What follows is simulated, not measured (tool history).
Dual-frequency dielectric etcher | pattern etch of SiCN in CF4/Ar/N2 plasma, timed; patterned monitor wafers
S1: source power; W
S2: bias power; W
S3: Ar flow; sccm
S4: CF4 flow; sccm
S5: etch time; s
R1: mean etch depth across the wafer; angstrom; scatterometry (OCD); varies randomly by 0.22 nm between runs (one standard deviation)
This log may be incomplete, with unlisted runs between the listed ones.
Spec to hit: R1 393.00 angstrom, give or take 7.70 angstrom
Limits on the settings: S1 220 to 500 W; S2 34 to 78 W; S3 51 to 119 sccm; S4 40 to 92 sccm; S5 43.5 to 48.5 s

run	hour	S1	S2	S3	S4	S5	R1
1	0.0	360	56	85	66	48.5	323.17
2	2.7	360	56	91	66	48.5	319.14
3	5.2	380	56	91	66	48.5	331.29
4	12.0	400	56	91	66	48.5	346.60
5	20.7	420	56	91	66	48.5	358.48
6	28.7	430	56	91	66	48.5	364.18
7	31.3	440	56	91	66	48.5	367.10
8	37.4	450	56	91	66	48.5	371.40
9	43.6	460	56	91	66	48.5	381.16

Exercise: of the 5 proposed moves below, exactly one satisfies all targets within the stated allowed misses. Which move is it?
A	49.8	480	66	77	61	43.5	?
B	49.8	480	67	90	64	46.5	?
C	49.8	430	51	82	75	48.5	?
D	49.8	490	56	100	63	47.0	?
E	49.8	500	64	92	69	47.0	?

move	R1
A	372.94
B	389.93
C	366.90
D	374.92
E	403.50
A: misses by more than the last run did
B: every result lands within tolerance
C: misses by more than the last run did
D: misses by more than the last run did
E: pushes the last run's worst result past its target
Move B is the one to make.
